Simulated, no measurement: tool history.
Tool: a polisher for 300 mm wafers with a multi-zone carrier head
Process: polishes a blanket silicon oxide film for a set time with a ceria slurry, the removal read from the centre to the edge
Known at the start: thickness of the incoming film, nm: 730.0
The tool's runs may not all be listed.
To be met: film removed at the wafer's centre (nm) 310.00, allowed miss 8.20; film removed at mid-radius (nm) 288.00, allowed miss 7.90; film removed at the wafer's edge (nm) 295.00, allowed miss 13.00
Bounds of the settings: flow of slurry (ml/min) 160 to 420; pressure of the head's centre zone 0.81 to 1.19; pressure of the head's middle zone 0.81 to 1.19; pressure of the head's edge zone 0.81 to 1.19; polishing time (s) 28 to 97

run  hour  flow of slurry (ml/min)  pressure of the head's centre zone  pressure of the head's middle zone  pressure of the head's edge zone  polishing time (s)  film removed at the wafer's centre (nm)  film removed at mid-radius (nm)  film removed at the wafer's edge (nm)
  1   0.0                      270                                1.00                                1.00                              1.00                  62                                   219.55                           212.56                                 211.91
  2   6.4                      275                                1.02                                1.01                              1.03                  65                                   233.04                           227.40                                 231.10
  3   7.5                      285                                1.05                                1.03                              1.05                  66                                   244.89                           231.13                                 230.83
  4  15.1                      285                                1.05                                1.03                              1.09                  66                                   242.10                           231.06                                 239.66
  5  21.7                      285                                1.05                                1.11                              1.09                  66                                   244.41                           246.33                                 235.77
  6  27.8                      285                                1.05                                1.06                              1.09                  66                                   245.78                           240.17                                 238.23
  7  32.9                      285                                1.06                                1.06                              1.11                  68                                   255.04                           244.87                                 253.02
  8  38.2                      285                                1.07                                1.07                              1.12                  69                                   257.54                           247.90                                 258.04
  9  45.3                      290                                1.09                                1.08                              1.13                  70                                   269.37                           253.05                                 251.89
 10  52.1                      295                                1.09                                1.08                              1.14                  72                                   277.31                           264.45                                 267.72

Which of these 4 next moves meets every target?
  A  58.9                      300                                1.09                                1.05                              1.11                  80                                        ?                                ?                                      ?
  B  58.9                      340                                1.10                                1.09                              1.19                  83                                        ?                                ?                                      ?
  C  58.9                      280                                1.06                                1.01                              1.17                  89                                        ?                                ?                                      ?
  D  58.9                      250                                0.97                                0.94                              1.19                  77                                        ?                                ?                                      ?

move  film removed at the wafer's centre (nm)  film removed at mid-radius (nm)  film removed at the wafer's edge (nm)
   A                                   305.18                           290.45                                 294.67
   B                                   323.37                           314.37                                 319.33
   C                                   327.86                           310.71                                 335.37
   D                                   256.46                           250.37                                 290.55
A: meets every target
B: takes the result that was furthest off past its target
C: takes the result that was furthest off past its target
D: further off than the last run
Answer: A
